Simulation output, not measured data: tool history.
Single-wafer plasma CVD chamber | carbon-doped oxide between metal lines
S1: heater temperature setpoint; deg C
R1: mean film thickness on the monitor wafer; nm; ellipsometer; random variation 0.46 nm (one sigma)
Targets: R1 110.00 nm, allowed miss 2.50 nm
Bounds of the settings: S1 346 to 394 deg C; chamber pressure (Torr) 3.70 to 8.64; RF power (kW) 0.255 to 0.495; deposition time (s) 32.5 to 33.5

{"run": 1, "day": 0.0, "S1": 370, "chamber pressure (Torr)": 6.17, "RF power (kW)": 0.375, "deposition time (s)": 32.5, "R1": 130.88}
{"run": 2, "day": 0.171, "S1": 370, "chamber pressure (Torr)": 6.17, "RF power (kW)": 0.375, "deposition time (s)": 33.5, "R1": 135.48}
{"run": 3, "day": 0.45, "S1": 374, "chamber pressure (Torr)": 6.17, "RF power (kW)": 0.375, "deposition time (s)": 33.5, "R1": 133.28}
{"run": 4, "day": 0.683, "S1": 366, "chamber pressure (Torr)": 6.17, "RF power (kW)": 0.375, "deposition time (s)": 33.5, "R1": 135.04}
{"run": 5, "day": 0.792, "S1": 366, "chamber pressure (Torr)": 6.17, "RF power (kW)": 0.345, "deposition time (s)": 33.5, "R1": 129.13}
{"run": 6, "day": 0.958, "S1": 367, "chamber pressure (Torr)": 6.08, "RF power (kW)": 0.33, "deposition time (s)": 33.4, "R1": 123.87}
{"run": 7, "day": 1.208, "S1": 368, "chamber pressure (Torr)": 5.96, "RF power (kW)": 0.32, "deposition time (s)": 33.4, "R1": 120.03}
{"run": 8, "day": 1.362, "S1": 369, "chamber pressure (Torr)": 5.76, "RF power (kW)": 0.315, "deposition time (s)": 33.4, "R1": 118.1}

Which of these 4 next moves meets every target?
{"run": "A", "day": 1.517, "S1": 363, "chamber pressure (Torr)": 6.08, "RF power (kW)": 0.35, "deposition time (s)": 32.7, "R1": "?"}
{"run": "B", "day": 1.517, "S1": 372, "chamber pressure (Torr)": 5.57, "RF power (kW)": 0.28, "deposition time (s)": 32.5, "R1": "?"}
{"run": "C", "day": 1.517, "S1": 364, "chamber pressure (Torr)": 5.98, "RF power (kW)": 0.32, "deposition time (s)": 33.5, "R1": "?"}
{"run": "D", "day": 1.517, "S1": 371, "chamber pressure (Torr)": 5.84, "RF power (kW)": 0.295, "deposition time (s)": 32.6, "R1": "?"}

move=A R1=127.14
move=B R1=105.06
move=C R1=122.02
move=D R1=110.02
A: further off than the last run
B: takes the result that was furthest off past its target
C: further off than the last run
D: meets every target
Answer: D
